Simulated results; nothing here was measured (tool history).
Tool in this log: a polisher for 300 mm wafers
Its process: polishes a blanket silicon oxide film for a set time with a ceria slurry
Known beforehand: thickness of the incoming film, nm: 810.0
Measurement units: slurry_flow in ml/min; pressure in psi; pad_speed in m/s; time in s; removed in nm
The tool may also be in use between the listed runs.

run 1 hour=0.0 | slurry_flow=280 pressure=3.7 pad_speed=0.90 time=44 | removed=189.00
run 2 hour=4.2 | slurry_flow=280 pressure=3.7 pad_speed=1.02 time=44 | removed=208.25
run 3 hour=10.4 | slurry_flow=280 pressure=3.1 pad_speed=0.98 time=44 | removed=174.79
run 4 hour=14.1 | slurry_flow=280 pressure=3.1 pad_speed=0.98 time=44 | removed=175.83
run 5 hour=22.8 | slurry_flow=280 pressure=3.4 pad_speed=0.98 time=44 | removed=187.72
run 6 hour=29.9 | slurry_flow=280 pressure=2.9 pad_speed=0.94 time=44 | removed=162.98

What will run 7 give?
run 7 hour=38.6 | slurry_flow=280 pressure=1.9 pad_speed=0.80 time=43 | removed=?

Logged for run 7: removed 100.44 nm.
